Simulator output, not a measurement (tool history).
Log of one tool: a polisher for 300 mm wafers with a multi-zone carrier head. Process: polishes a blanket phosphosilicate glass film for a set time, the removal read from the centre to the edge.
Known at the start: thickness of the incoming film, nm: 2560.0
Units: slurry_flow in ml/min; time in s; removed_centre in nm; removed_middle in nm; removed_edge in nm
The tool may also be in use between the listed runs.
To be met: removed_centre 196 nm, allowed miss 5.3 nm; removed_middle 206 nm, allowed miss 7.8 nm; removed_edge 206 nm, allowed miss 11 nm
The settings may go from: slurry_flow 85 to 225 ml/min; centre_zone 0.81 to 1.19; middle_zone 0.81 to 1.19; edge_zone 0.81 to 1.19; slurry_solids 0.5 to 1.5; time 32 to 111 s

run,hour,slurry_flow,centre_zone,middle_zone,edge_zone,slurry_solids,time,removed_centre,removed_middle,removed_edge
1,0,145,1,1,1,1,71,420.44,409.42,420.47
2,2.5,125,1,1,1,1,71,403.63,407.65,413.93
3,11,125,0.99,0.99,0.99,0.95,68,372.45,361.02,374.92
4,17.7,125,0.99,0.99,1.04,0.95,68,373.77,363.23,378.99
5,22,95,0.99,0.99,1.04,0.95,68,337.74,338.69,361.35
6,24.8,115,0.99,0.99,1.04,0.95,68,360.32,356.48,388.74
7,26.7,110,0.97,0.99,1.02,0.9,67,327.6,334.09,348.12
8,27.3,110,0.96,0.98,1,0.85,67,317.43,318.28,338.31
9,36.1,110,0.96,0.98,1,0.85,67,309.41,311.69,336.66
10,42.8,110,0.96,0.98,0.98,0.8,66,294.24,297.66,322.73
11,49.1,115,0.96,0.99,0.96,0.75,64,273.37,283.72,289.83
12,57.9,115,0.96,0.99,0.95,0.7,63,251.51,253.81,260.67
13,66.1,115,0.96,0.99,0.94,0.7,63,252.76,259.12,256.96
14,70.6,115,0.95,0.99,0.93,0.7,63,249.09,257.74,258.14

Which of these 4 next moves meets every target?
A,75.1,135,0.95,1.02,1.01,0.5,76,?,?,?
B,75.1,115,0.95,0.87,0.97,0.6,66,?,?,?
C,75.1,120,1.15,0.99,0.9,0.55,65,?,?,?
D,75.1,145,1.1,0.81,0.98,0.7,64,?,?,?

move,removed_centre,removed_middle,removed_edge
A,196.23,205.43,211.45
B,215.96,199.28,234.57
C,231.04,195.2,200.61
D,310.31,231.08,284.91
A: meets every target
B: nearer than the last run, and not there yet
C: nearer than the last run, and not there yet
D: further off than the last run
Move A is the one to make.
